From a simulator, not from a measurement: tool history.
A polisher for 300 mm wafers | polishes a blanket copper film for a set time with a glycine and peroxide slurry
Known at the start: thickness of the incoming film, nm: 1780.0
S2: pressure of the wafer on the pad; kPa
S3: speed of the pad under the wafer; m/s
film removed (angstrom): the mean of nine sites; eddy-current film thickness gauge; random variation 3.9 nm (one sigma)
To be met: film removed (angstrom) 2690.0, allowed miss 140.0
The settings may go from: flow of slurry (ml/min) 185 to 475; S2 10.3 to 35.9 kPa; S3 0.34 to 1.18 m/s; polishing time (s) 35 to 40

Run 1, hour 0.0: flow of slurry (ml/min) 305, S2 22.8 kPa, S3 0.76 m/s, polishing time (s) 40. Result: film removed (angstrom) 2114.0.
Run 2, hour 6.9: flow of slurry (ml/min) 345, S2 22.8 kPa, S3 0.76 m/s, polishing time (s) 40. Result: film removed (angstrom) 2131.1.
Run 3, hour 11.9: flow of slurry (ml/min) 345, S2 22.8 kPa, S3 0.68 m/s, polishing time (s) 40. Result: film removed (angstrom) 2019.1.
Run 4, hour 15.7: flow of slurry (ml/min) 345, S2 22.8 kPa, S3 0.68 m/s, polishing time (s) 35. Result: film removed (angstrom) 1767.4.
Run 5, hour 24.1: flow of slurry (ml/min) 345, S2 24.8 kPa, S3 0.68 m/s, polishing time (s) 35. Result: film removed (angstrom) 1826.0.
Run 6, hour 25.0: flow of slurry (ml/min) 345, S2 24.8 kPa, S3 0.60 m/s, polishing time (s) 35. Result: film removed (angstrom) 1727.8.
Run 7, hour 33.2: flow of slurry (ml/min) 345, S2 26.2 kPa, S3 0.64 m/s, polishing time (s) 35. Result: film removed (angstrom) 1805.3.
Run 8, hour 40.9: flow of slurry (ml/min) 345, S2 26.9 kPa, S3 0.70 m/s, polishing time (s) 35. Result: film removed (angstrom) 1912.7.
Run 9, hour 46.9: flow of slurry (ml/min) 345, S2 27.6 kPa, S3 0.76 m/s, polishing time (s) 36. Result: film removed (angstrom) 2067.3.
Run 10, hour 49.3: flow of slurry (ml/min) 345, S2 34.5 kPa, S3 0.80 m/s, polishing time (s) 36. Result: film removed (angstrom) 2518.6.

5 next moves are on the table. One of them brings every result within its allowed miss. Which?
Run A, hour 51.7: flow of slurry (ml/min) 345, S2 35.2 kPa, S3 0.70 m/s, polishing time (s) 35. Result: film removed (angstrom) ?.
Run B, hour 51.7: flow of slurry (ml/min) 295, S2 35.9 kPa, S3 0.64 m/s, polishing time (s) 38. Result: film removed (angstrom) ?.
Run C, hour 51.7: flow of slurry (ml/min) 410, S2 35.9 kPa, S3 0.58 m/s, polishing time (s) 39. Result: film removed (angstrom) ?.
Run D, hour 51.7: flow of slurry (ml/min) 445, S2 30.3 kPa, S3 0.86 m/s, polishing time (s) 38. Result: film removed (angstrom) ?.
Run E, hour 51.7: flow of slurry (ml/min) 340, S2 35.9 kPa, S3 0.66 m/s, polishing time (s) 37. Result: film removed (angstrom) ?.

move  film removed (angstrom)
   A                   2310.8
   B                   2374.0
   C                   2367.6
   D                   2639.4
   E                   2385.6
A: further off than the last run
B: further off than the last run
C: further off than the last run
D: meets every target
E: further off than the last run
Move D is the one to make.
